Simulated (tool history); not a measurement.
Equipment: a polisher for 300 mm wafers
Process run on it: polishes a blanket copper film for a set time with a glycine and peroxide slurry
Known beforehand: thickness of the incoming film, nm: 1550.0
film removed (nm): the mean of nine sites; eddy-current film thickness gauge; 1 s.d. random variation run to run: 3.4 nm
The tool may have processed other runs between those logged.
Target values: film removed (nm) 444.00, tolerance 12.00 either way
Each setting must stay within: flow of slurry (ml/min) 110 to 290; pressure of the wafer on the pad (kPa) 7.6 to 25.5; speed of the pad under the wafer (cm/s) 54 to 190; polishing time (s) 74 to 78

run,hour,flow of slurry (ml/min),pressure of the wafer on the pad (kPa),speed of the pad under the wafer (cm/s),polishing time (s),film removed (nm)
1,0.0,185,16.5,122,74,350.15
2,2.8,195,17.2,122,74,369.15
3,7.8,220,17.2,122,74,374.10
4,13.9,220,17.2,110,74,353.09
# hour 22.2: head pressure recalibrated
5,22.2,220,17.2,126,74,416.51
6,26.1,225,17.2,126,74,415.15
7,33.1,230,17.2,126,74,418.05
8,37.0,235,17.2,126,74,421.92
9,43.7,235,17.2,126,74,421.11

Pick the move, out of 5, that brings all results within their allowed miss; only one does.
A,50.4,235,18.6,124,75,?
B,50.4,230,20.0,98,77,?
C,50.4,235,19.3,128,74,?
D,50.4,230,20.0,120,75,?
E,50.4,215,15.9,132,74,?

move,film removed (nm)
A,446.80
B,419.40
C,463.50
D,462.58
E,398.93
A: in spec on every target
B: further off than the last run
C: pushes the last run's worst result past its target
D: pushes the last run's worst result past its target
E: further off than the last run
Go with A: it meets all targets.
